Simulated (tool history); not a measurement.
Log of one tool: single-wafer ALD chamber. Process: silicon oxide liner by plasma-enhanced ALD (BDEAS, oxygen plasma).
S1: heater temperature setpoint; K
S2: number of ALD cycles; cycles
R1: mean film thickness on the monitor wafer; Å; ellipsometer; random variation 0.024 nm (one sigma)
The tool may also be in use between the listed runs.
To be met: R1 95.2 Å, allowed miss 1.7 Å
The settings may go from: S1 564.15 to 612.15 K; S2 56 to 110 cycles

Run 1, hour 0: S1 588.15 K, S2 83 cycles. Result: R1 77.839 Å.
Run 2, hour 4.3: S1 581.15 K, S2 83 cycles. Result: R1 78.559 Å.
Run 3, hour 10.5: S1 581.15 K, S2 87 cycles. Result: R1 82.713 Å.
Run 4, hour 18.1: S1 581.15 K, S2 90 cycles. Result: R1 85.196 Å.
Run 5, hour 24.3: S1 581.15 K, S2 82 cycles. Result: R1 78.135 Å.
Run 6, hour 29.8: S1 581.15 K, S2 78 cycles. Result: R1 74.319 Å.
Run 7, hour 35.5: S1 580.15 K, S2 84 cycles. Result: R1 80.03 Å.
Run 8, hour 44.4: S1 579.15 K, S2 88 cycles. Result: R1 83.674 Å.

5 next moves are on the table. One of them brings every result within its allowed miss. Which?
Run A, hour 53.3: S1 567.15 K, S2 92 cycles. Result: R1 ?.
Run B, hour 53.3: S1 585.15 K, S2 96 cycles. Result: R1 ?.
Run C, hour 53.3: S1 570.15 K, S2 77 cycles. Result: R1 ?.
Run D, hour 53.3: S1 581.15 K, S2 100 cycles. Result: R1 ?.
Run E, hour 53.3: S1 566.15 K, S2 103 cycles. Result: R1 ?.

move      R1
   A  89.673
   B  90.757
   C  74.332
   D  95.016
   E  100.72
A: nearer than the last run, and not there yet
B: nearer than the last run, and not there yet
C: further off than the last run
D: meets every target
E: takes the result that was furthest off past its target
Answer: D
